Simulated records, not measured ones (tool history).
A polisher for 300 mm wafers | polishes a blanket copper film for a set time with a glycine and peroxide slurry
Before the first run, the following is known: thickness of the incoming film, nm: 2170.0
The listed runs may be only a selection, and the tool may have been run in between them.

run,hour,flow of slurry (ml/min),pressure of the wafer on the pad (psi),speed of the pad under the wafer (cm/s),polishing time (s),film removed (nm)
1,0.0,145,2.2,92,40,155.22
2,6.1,145,1.7,92,40,125.76
3,14.7,145,1.7,92,40,126.23
4,18.9,145,1.7,82,40,118.22
5,26.4,150,2.0,82,40,132.43
6,27.7,155,2.2,82,40,143.25
7,33.2,155,2.4,82,40,152.70
8,38.2,155,2.6,82,40,164.47
9,45.7,160,2.7,82,40,168.47
10,47.4,160,2.8,82,40,170.81
11,54.7,160,2.9,82,40,179.77
12,57.3,160,3.0,82,40,183.29
13,62.2,165,3.1,82,40,191.27
14,68.8,165,3.2,82,40,193.24
15,77.1,165,3.3,82,40,199.31

Estimate the outcome of run 16 from the log above:
16,85.4,175,3.4,82,40,?

film removed (nm): 204.03

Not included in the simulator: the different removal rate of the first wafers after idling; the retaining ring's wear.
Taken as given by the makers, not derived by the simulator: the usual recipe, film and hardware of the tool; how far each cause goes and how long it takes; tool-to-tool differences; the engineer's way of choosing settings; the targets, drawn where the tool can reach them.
